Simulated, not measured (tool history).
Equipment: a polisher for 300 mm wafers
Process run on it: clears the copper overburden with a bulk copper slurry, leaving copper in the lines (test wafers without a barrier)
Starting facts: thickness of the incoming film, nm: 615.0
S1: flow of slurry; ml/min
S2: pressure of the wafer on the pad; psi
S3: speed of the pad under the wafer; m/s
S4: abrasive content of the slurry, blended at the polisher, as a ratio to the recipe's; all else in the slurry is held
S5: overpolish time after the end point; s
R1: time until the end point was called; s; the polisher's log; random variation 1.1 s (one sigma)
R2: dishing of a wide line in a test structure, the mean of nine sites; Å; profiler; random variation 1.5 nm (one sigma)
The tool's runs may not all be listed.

Run 1, hour 0.0: S1 185 ml/min, S2 2.2 psi, S3 0.82 m/s, S4 1.0, S5 19 s. Result: R1 111.150 s, R2 657.74 Å.
Run 2, hour 2.4: S1 185 ml/min, S2 2.2 psi, S3 0.82 m/s, S4 1.0, S5 20 s. Result: R1 115.450 s, R2 688.55 Å.
Run 3, hour 4.9: S1 145 ml/min, S2 2.2 psi, S3 0.82 m/s, S4 1.0, S5 20 s. Result: R1 115.610 s, R2 681.17 Å.
Run 4, hour 8.0: S1 145 ml/min, S2 2.3 psi, S3 0.82 m/s, S4 1.0, S5 21 s. Result: R1 110.060 s, R2 717.08 Å.
Run 5, hour 13.5: S1 145 ml/min, S2 2.3 psi, S3 0.82 m/s, S4 1.0, S5 15 s. Result: R1 113.810 s, R2 564.19 Å.
Run 6, hour 18.7: S1 145 ml/min, S2 2.8 psi, S3 0.82 m/s, S4 1.0, S5 15 s. Result: R1 92.627 s, R2 636.45 Å.
Run 7, hour 24.0: S1 145 ml/min, S2 2.8 psi, S3 0.82 m/s, S4 1.0, S5 17 s. Result: R1 95.248 s, R2 707.36 Å.
Run 8, hour 27.8: S1 145 ml/min, S2 2.8 psi, S3 0.82 m/s, S4 1.0, S5 18 s. Result: R1 95.005 s, R2 737.52 Å.
Run 9, hour 34.1: S1 145 ml/min, S2 2.8 psi, S3 0.82 m/s, S4 1.0, S5 19 s. Result: R1 92.548 s, R2 783.09 Å.
Run 10, hour 37.1: S1 145 ml/min, S2 2.8 psi, S3 0.82 m/s, S4 1.0, S5 20 s. Result: R1 93.353 s, R2 827.65 Å.
Run 11, hour 41.7: S1 145 ml/min, S2 2.8 psi, S3 0.82 m/s, S4 1.0, S5 21 s. Result: R1 92.845 s, R2 835.14 Å.

Run 12 has not been measured yet. What should we expect?
Run 12, hour 49.0: S1 145 ml/min, S2 2.8 psi, S3 0.82 m/s, S4 1.0, S5 22 s. Result: R1 ?, R2 ?.

{"run 12": {"R1": 92.935, "R2": 864.2}}
